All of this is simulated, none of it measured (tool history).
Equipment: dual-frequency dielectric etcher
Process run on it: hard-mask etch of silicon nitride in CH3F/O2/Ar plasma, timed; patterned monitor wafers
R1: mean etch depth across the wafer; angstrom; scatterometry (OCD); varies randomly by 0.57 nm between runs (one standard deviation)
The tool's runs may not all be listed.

{"run": 1, "hour": 0.0, "source power (kW)": 0.46, "bias power (kW)": 0.073, "etch time (s)": 149.5, "R1": 1019.9}
{"run": 2, "hour": 6.9, "source power (kW)": 0.44, "bias power (kW)": 0.072, "etch time (s)": 149.5, "R1": 1018.0}
{"run": 3, "hour": 7.6, "source power (kW)": 0.42, "bias power (kW)": 0.069, "etch time (s)": 149.5, "R1": 979.68}
{"run": 4, "hour": 10.1, "source power (kW)": 0.42, "bias power (kW)": 0.08, "etch time (s)": 149.5, "R1": 1033.1}
{"run": 5, "hour": 10.8, "source power (kW)": 0.4, "bias power (kW)": 0.078, "etch time (s)": 149.5, "R1": 1015.2}
{"run": 6, "hour": 11.6, "source power (kW)": 0.38, "bias power (kW)": 0.076, "etch time (s)": 149.5, "R1": 976.51}
{"run": 7, "hour": 17.8, "source power (kW)": 0.37, "bias power (kW)": 0.076, "etch time (s)": 149.5, "R1": 980.39}

Predict the results of run 8:
{"run": 8, "hour": 26.2, "source power (kW)": 0.36, "bias power (kW)": 0.075, "etch time (s)": 149.5, "R1": "?"}

R1: 964.52 angstrom
